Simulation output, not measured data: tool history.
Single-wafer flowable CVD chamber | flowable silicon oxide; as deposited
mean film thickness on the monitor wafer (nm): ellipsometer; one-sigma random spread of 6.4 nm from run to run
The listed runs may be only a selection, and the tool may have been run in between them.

run,hour,heater temperature setpoint (deg C),chamber pressure (Pa),RF power (W),deposition time (s),mean film thickness on the monitor wafer (nm)
1,0,90,113.5,1805,1075,827.17
2,4.7,90,113.5,1630,1075,829.14
3,9.2,90,113.5,1630,1110,851.32
4,15.5,90,127.1,1630,1110,943.57
5,23,90,127.1,1630,1110,944.66
6,25.4,90,127.1,1630,1110,947.17
7,34.2,89,127.1,1630,1110,968.96
8,41.1,88,127.1,1630,1110,994.42

Run 9, settings as shown, results not yet in. Your forecast:
9,46.8,87,127.1,1630,1110,?

mean film thickness on the monitor wafer (nm): 1023.2

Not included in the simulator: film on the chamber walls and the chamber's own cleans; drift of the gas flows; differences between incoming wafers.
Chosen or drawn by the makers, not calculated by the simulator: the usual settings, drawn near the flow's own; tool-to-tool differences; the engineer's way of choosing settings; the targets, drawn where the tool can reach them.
